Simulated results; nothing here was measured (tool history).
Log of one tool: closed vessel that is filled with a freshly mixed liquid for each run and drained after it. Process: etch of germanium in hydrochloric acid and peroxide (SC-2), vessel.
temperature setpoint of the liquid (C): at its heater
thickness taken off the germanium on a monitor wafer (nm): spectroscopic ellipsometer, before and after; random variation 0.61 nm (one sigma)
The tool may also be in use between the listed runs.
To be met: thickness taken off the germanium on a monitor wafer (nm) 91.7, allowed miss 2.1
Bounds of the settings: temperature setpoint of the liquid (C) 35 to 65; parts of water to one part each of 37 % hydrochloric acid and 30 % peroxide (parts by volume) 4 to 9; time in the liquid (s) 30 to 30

| run | hour | temperature setpoint of the liquid (C) | parts of water to one part each of 37 % hydrochloric acid and 30 % peroxide (parts by volume) | time in the liquid (s) | thickness taken off the germanium on a monitor wafer (nm) |
|---|---|---|---|---|---|
| 1 | 0 | 49 | 5 | 30 | 66.651 |
| 2 | 3 | 46 | 5 | 30 | 61.936 |
| 3 | 12.1 | 50.5 | 5 | 30 | 71.477 |
| 4 | 13.7 | 50.5 | 5 | 30 | 70.609 |
| 5 | 19.3 | 50.5 | 4 | 30 | 71.451 |
| 6 | 23 | 53 | 4 | 30 | 77.19 |
| 7 | 25.3 | 53 | 4 | 30 | 78.191 |
| 8 | 34.5 | 54.5 | 4 | 30 | 80.743 |
| 9 | 43.5 | 54.5 | 4 | 30 | 80.441 |
| 10 | 44.9 | 56 | 4 | 30 | 85.353 |

5 next moves are on the table. One of them brings every result within its allowed miss. Which?
| A | 46.3 | 61 | 4 | 30 | ? |
| B | 46.3 | 58.5 | 5.5 | 30 | ? |
| C | 46.3 | 56.5 | 4.5 | 30 | ? |
| D | 46.3 | 57 | 4 | 30 | ? |
| E | 46.3 | 60.5 | 4 | 30 | ? |

| move | thickness taken off the germanium on a monitor wafer (nm) |
|---|---|
| A | 99.594 |
| B | 91.555 |
| C | 86.627 |
| D | 88.149 |
| E | 98.103 |
A: takes the result that was furthest off past its target
B: meets every target
C: nearer than the last run, and not there yet
D: nearer than the last run, and not there yet
E: takes the result that was furthest off past its target
The right move is B.
